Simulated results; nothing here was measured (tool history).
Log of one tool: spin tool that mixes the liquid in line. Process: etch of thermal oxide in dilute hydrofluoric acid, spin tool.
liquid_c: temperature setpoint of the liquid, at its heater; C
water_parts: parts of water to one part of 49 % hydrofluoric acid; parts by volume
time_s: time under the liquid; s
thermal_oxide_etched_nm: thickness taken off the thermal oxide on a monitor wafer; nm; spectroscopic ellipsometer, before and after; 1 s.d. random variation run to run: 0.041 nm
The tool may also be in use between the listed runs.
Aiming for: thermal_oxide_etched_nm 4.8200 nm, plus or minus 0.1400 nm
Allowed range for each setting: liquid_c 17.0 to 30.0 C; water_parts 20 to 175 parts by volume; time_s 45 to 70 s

| run | hour | liquid_c | water_parts | time_s | thermal_oxide_etched_nm |
|---|---|---|---|---|---|
| 1 | 0.0 | 22.0 | 95 | 70 | 2.9299 |
| 2 | 8.5 | 24.0 | 90 | 70 | 3.2924 |
| 3 | 15.2 | 24.0 | 110 | 70 | 2.6666 |
| 4 | 23.5 | 24.0 | 145 | 70 | 1.9172 |
| 5 | 27.9 | 26.0 | 145 | 70 | 2.0567 |
| 6 | 32.5 | 27.0 | 130 | 70 | 2.4782 |
| 7 | 35.7 | 27.5 | 115 | 70 | 2.8766 |
| 8 | 40.6 | 28.0 | 105 | 70 | 3.3031 |
| 9 | 48.4 | 28.5 | 100 | 70 | 3.4958 |
| 10 | 49.9 | 29.0 | 95 | 70 | 3.7731 |
| 11 | 57.2 | 29.0 | 90 | 70 | 4.0266 |
| 12 | 57.9 | 29.0 | 85 | 70 | 4.3025 |

Of the 5 settings listed for the next run, only one would bring every result within its allowed miss of target. Which one?
| A | 58.6 | 29.5 | 65 | 45 | ? |
| B | 58.6 | 27.5 | 80 | 70 | ? |
| C | 58.6 | 29.0 | 95 | 65 | ? |
| D | 58.6 | 28.0 | 80 | 70 | ? |
| E | 58.6 | 30.0 | 80 | 70 | ? |

| move | thermal_oxide_etched_nm |
|---|---|
| A | 3.7836 |
| B | 4.3301 |
| C | 3.5135 |
| D | 4.4152 |
| E | 4.7686 |
A: misses by more than the last run did
B: better than the last run, though not everything is in spec
C: misses by more than the last run did
D: better than the last run, though not everything is in spec
E: every result within its allowed miss
E meets every target.
